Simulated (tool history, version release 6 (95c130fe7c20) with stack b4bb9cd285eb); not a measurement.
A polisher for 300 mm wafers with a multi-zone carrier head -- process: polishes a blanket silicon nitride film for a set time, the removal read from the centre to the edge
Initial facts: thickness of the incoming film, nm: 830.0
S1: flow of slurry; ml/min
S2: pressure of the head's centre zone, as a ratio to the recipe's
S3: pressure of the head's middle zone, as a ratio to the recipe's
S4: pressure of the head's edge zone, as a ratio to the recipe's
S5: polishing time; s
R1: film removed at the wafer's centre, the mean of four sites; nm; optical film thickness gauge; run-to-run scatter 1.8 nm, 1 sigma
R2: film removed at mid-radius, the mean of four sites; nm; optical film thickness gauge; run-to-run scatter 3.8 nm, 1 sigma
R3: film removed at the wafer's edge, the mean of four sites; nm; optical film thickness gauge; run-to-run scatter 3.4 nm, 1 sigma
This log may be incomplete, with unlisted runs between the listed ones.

run,hour,S1,S2,S3,S4,S5,R1,R2,R3
1,0.0,270,1.00,1.00,1.00,76,222.10,226.78,219.12
2,4.2,270,1.00,1.05,1.00,76,223.13,240.58,216.27
3,9.8,280,1.00,1.04,1.05,79,232.78,244.47,229.03
4,11.1,280,1.00,1.04,1.08,79,230.05,249.20,235.08
5,11.7,280,1.00,0.96,1.08,79,228.91,232.86,234.82
6,19.3,285,1.01,0.97,1.11,82,244.63,244.80,249.65

Run 7 is up next; what results do you expect?
7,20.2,285,1.01,0.97,1.11,82,?,?,?

Run 7 produced R1 241.94 nm, R2 246.58 nm, R3 252.49 nm.
